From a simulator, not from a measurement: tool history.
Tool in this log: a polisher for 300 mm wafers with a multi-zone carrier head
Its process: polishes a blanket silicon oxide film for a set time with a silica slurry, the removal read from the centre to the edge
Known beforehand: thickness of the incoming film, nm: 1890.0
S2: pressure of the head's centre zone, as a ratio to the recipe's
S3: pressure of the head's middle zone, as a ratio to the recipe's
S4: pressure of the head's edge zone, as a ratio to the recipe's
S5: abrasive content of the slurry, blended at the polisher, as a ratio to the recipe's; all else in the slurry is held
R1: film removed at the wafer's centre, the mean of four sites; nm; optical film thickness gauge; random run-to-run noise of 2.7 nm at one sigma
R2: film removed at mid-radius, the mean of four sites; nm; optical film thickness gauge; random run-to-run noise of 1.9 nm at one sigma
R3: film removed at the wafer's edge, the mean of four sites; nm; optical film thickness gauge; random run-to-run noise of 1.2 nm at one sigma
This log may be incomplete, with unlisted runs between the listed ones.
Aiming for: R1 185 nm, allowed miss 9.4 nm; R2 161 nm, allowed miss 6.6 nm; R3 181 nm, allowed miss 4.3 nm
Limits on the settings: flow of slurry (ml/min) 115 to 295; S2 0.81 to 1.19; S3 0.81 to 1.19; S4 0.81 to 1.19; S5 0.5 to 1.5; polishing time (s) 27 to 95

{"run": 1, "hour": 0.0, "flow of slurry (ml/min)": 190, "S2": 1, "S3": 1, "S4": 1, "S5": 1, "polishing time (s)": 61, "R1": 190.75, "R2": 189.77, "R3": 189.45}
{"run": 2, "hour": 2.7, "flow of slurry (ml/min)": 190, "S2": 1, "S3": 1.04, "S4": 1, "S5": 1, "polishing time (s)": 61, "R1": 186.21, "R2": 198.19, "R3": 188.37}
{"run": 3, "hour": 8.4, "flow of slurry (ml/min)": 180, "S2": 1, "S3": 1, "S4": 1, "S5": 1, "polishing time (s)": 61, "R1": 180.42, "R2": 188.54, "R3": 189.71}
{"run": 4, "hour": 9.6, "flow of slurry (ml/min)": 180, "S2": 1, "S3": 1, "S4": 0.96, "S5": 1, "polishing time (s)": 61, "R1": 183.74, "R2": 190.11, "R3": 186.26}
{"run": 5, "hour": 12.1, "flow of slurry (ml/min)": 180, "S2": 1, "S3": 1, "S4": 0.96, "S5": 1.15, "polishing time (s)": 61, "R1": 188.44, "R2": 201.17, "R3": 194.8}
{"run": 6, "hour": 14.9, "flow of slurry (ml/min)": 180, "S2": 1, "S3": 1, "S4": 0.96, "S5": 1.15, "polishing time (s)": 53, "R1": 168.54, "R2": 172.75, "R3": 168.13}
{"run": 7, "hour": 23.7, "flow of slurry (ml/min)": 185, "S2": 1.01, "S3": 0.98, "S4": 0.98, "S5": 1.15, "polishing time (s)": 53, "R1": 168.39, "R2": 168.36, "R3": 172.94}
{"run": 8, "hour": 27.4, "flow of slurry (ml/min)": 195, "S2": 1.03, "S3": 0.97, "S4": 0.98, "S5": 1.15, "polishing time (s)": 53, "R1": 171.14, "R2": 173.16, "R3": 173.7}
{"run": 9, "hour": 28.2, "flow of slurry (ml/min)": 195, "S2": 1.07, "S3": 0.94, "S4": 0.98, "S5": 1.15, "polishing time (s)": 53, "R1": 182.86, "R2": 165.82, "R3": 172.53}
{"run": 10, "hour": 34.6, "flow of slurry (ml/min)": 195, "S2": 1.07, "S3": 0.93, "S4": 0.99, "S5": 1.15, "polishing time (s)": 53, "R1": 178.56, "R2": 163.93, "R3": 173.33}

Consider the 4 candidate settings below. Which is the only one whose results all fall within their allowed miss of target?
{"run": "A", "hour": 41.0, "flow of slurry (ml/min)": 210, "S2": 0.95, "S3": 0.92, "S4": 1.09, "S5": 1.3, "polishing time (s)": 50, "R1": "?", "R2": "?", "R3": "?"}
{"run": "B", "hour": 41.0, "flow of slurry (ml/min)": 160, "S2": 0.94, "S3": 1, "S4": 0.92, "S5": 1.3, "polishing time (s)": 52, "R1": "?", "R2": "?", "R3": "?"}
{"run": "C", "hour": 41.0, "flow of slurry (ml/min)": 170, "S2": 1.05, "S3": 0.95, "S4": 0.99, "S5": 1.2, "polishing time (s)": 56, "R1": "?", "R2": "?", "R3": "?"}
{"run": "D", "hour": 41.0, "flow of slurry (ml/min)": 230, "S2": 1.07, "S3": 0.89, "S4": 1.05, "S5": 0.95, "polishing time (s)": 57, "R1": "?", "R2": "?", "R3": "?"}

move=A R1=158.55 R2=160.28 R3=179.87
move=B R1=155.16 R2=170.86 R3=166.48
move=C R1=184.05 R2=173.35 R3=182.24
move=D R1=185.03 R2=161.14 R3=182.05
A: gets the furthest-off result to its target, but another result is out of tolerance
B: the biggest miss grows against the last run
C: gets the furthest-off result to its target, but another result is out of tolerance
D: every result within its allowed miss
D is the move that brings every result within its allowed miss.
